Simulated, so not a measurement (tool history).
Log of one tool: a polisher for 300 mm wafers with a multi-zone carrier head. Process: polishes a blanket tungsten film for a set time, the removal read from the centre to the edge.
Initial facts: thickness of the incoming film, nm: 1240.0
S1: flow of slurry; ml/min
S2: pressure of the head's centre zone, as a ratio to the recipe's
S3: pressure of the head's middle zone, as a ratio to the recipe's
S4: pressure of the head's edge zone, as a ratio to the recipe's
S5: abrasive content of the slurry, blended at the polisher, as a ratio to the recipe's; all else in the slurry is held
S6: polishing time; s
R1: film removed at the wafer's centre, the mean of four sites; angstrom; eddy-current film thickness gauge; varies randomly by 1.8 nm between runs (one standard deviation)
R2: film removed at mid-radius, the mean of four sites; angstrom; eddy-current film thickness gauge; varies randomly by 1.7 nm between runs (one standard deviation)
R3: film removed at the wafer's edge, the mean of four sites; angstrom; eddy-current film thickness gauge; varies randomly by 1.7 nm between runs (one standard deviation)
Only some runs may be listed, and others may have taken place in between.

run	hour	S1	S2	S3	S4	S5	S6	R1	R2	R3
1	0	150	1	1	1	1	59	3438.8	3305.9	3464.3
2	1.5	150	1	1	1	0.9	59	3345.8	3259.3	3406.5
3	7.5	145	1	0.98	0.98	0.85	57	3193.1	3072.7	3217.7
4	9.3	145	1	1.02	0.98	0.85	57	3175.5	3151.5	3188.3
5	11.1	130	1	1.02	0.98	0.85	57	3084	3070.3	3092.7
6	16.8	125	1	1	0.97	0.8	56	2961.9	2922.6	3002.1
7	23.7	125	1.01	0.98	0.96	0.75	55	2862.4	2748.3	2870.3
8	25	120	1.01	0.97	0.95	0.7	55	2802.6	2683.4	2818.5
9	32.3	120	1.01	0.96	0.94	0.7	54	2764	2620	2775.5
10	40	120	1.01	0.95	0.93	0.7	53	2707.8	2523.1	2656.4
11	48.4	115	1.01	0.94	0.92	0.7	53	2649.9	2451.9	2681.7
12	50.1	150	1.04	0.87	0.86	0.5	44	2306.1	1939.6	2117

For run 13, what comes out?
13	52	150	1.04	0.87	0.87	0.5	44	?	?	?

For run 13 the tool returned R1 2324 angstrom, R2 1955.3 angstrom, R3 2115.8 angstrom.

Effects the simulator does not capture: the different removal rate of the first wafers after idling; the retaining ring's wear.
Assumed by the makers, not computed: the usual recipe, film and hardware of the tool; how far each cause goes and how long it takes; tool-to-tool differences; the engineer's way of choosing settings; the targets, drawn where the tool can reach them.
